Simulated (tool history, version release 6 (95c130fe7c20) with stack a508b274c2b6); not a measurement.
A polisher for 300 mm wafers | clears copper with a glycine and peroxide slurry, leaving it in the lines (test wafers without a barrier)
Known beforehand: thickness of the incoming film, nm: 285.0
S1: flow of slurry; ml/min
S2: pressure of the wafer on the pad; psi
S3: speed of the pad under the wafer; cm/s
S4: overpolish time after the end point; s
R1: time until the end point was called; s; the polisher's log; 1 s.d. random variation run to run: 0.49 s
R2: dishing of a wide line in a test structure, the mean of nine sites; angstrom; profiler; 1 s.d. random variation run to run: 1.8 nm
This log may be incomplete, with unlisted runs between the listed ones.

Run 1, day 0.000: S1 320 ml/min, S2 2.2 psi, S3 78 cm/s, S4 15 s. Result: R1 74.432 s, R2 399.35 angstrom.
Run 2, day 0.242: S1 375 ml/min, S2 2.2 psi, S3 78 cm/s, S4 15 s. Result: R1 74.144 s, R2 386.46 angstrom.
Run 3, day 0.596: S1 375 ml/min, S2 2.3 psi, S3 80 cm/s, S4 16 s. Result: R1 71.129 s, R2 462.61 angstrom.
Run 4, day 0.833: S1 375 ml/min, S2 2.3 psi, S3 80 cm/s, S4 19 s. Result: R1 72.176 s, R2 537.74 angstrom.
Run 5, day 0.858: S1 375 ml/min, S2 2.3 psi, S3 90 cm/s, S4 19 s. Result: R1 63.745 s, R2 573.02 angstrom.
Run 6, day 0.962: S1 375 ml/min, S2 2.4 psi, S3 90 cm/s, S4 19 s. Result: R1 63.106 s, R2 579.71 angstrom.
Run 7, day 1.033: S1 375 ml/min, S2 2.5 psi, S3 90 cm/s, S4 19 s. Result: R1 60.776 s, R2 605.31 angstrom.
Run 8, day 1.071: S1 375 ml/min, S2 2.6 psi, S3 90 cm/s, S4 19 s. Result: R1 58.966 s, R2 613.80 angstrom.
Run 9, day 1.121: S1 375 ml/min, S2 2.7 psi, S3 90 cm/s, S4 19 s. Result: R1 57.431 s, R2 629.95 angstrom.
Run 10, day 1.221: S1 375 ml/min, S2 2.8 psi, S3 90 cm/s, S4 19 s. Result: R1 55.389 s, R2 638.28 angstrom.
Run 11, day 1.500: S1 375 ml/min, S2 2.8 psi, S3 90 cm/s, S4 19 s. Result: R1 56.180 s, R2 652.25 angstrom.
Run 12, day 1.617: S1 375 ml/min, S2 2.9 psi, S3 90 cm/s, S4 19 s. Result: R1 53.830 s, R2 655.76 angstrom.
Run 13, day 1.792: S1 375 ml/min, S2 3.0 psi, S3 90 cm/s, S4 19 s. Result: R1 52.476 s, R2 689.89 angstrom.
Run 14, day 1.971: S1 375 ml/min, S2 3.1 psi, S3 90 cm/s, S4 19 s. Result: R1 50.783 s, R2 685.45 angstrom.
Run 15, day 2.233: S1 375 ml/min, S2 3.1 psi, S3 90 cm/s, S4 19 s. Result: R1 50.856 s, R2 691.98 angstrom.

Run 16, settings as shown, results not yet in. Your forecast:
Run 16, day 2.592: S1 375 ml/min, S2 3.3 psi, S3 90 cm/s, S4 21 s. Result: R1 ?, R2 ?.

Run 16 measured R1 48.297 s, R2 797.43 angstrom.

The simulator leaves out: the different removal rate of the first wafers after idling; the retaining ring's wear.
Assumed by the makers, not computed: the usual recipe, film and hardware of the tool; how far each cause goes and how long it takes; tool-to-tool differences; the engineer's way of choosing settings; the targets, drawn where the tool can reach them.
